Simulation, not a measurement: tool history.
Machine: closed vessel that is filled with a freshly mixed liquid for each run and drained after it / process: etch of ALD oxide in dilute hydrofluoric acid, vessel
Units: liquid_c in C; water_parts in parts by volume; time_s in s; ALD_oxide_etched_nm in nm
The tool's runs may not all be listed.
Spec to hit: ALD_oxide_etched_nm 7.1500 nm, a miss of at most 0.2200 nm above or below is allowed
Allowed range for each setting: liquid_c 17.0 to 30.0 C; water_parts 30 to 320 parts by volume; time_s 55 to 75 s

run  hour  liquid_c  water_parts  time_s  ALD_oxide_etched_nm
  1   0.0      22.0          175      75               5.1221
  2   3.6      23.5          175      75               5.4262
  3   4.7      21.0          175      75               4.8574
  4  11.9      23.0          175      75               5.4022
  5  16.8      21.5          175      75               5.0109
  6  18.5      23.0          175      75               5.3617
  7  22.1      27.0          170      75               6.4273
  8  30.0      27.5          170      75               6.5527
  9  37.7      28.0          170      75               6.7460
 10  41.7      28.5          170      75               6.7514
 11  47.9      29.0          170      75               6.7724

4 next moves are on the table. One of them brings every result within its allowed miss. Which?
  A  54.1      30.0          180      75                    ?
  B  54.1      29.0          135      55                    ?
  C  54.1      26.5          165      75                    ?
  D  54.1      24.5          110      55                    ?

move  ALD_oxide_etched_nm
   A               6.6876
   B               6.6831
   C               6.5515
   D               7.1366
A: its largest miss is bigger than the last run's
B: its largest miss is bigger than the last run's
C: its largest miss is bigger than the last run's
D: every result within its allowed miss
The right move is D.
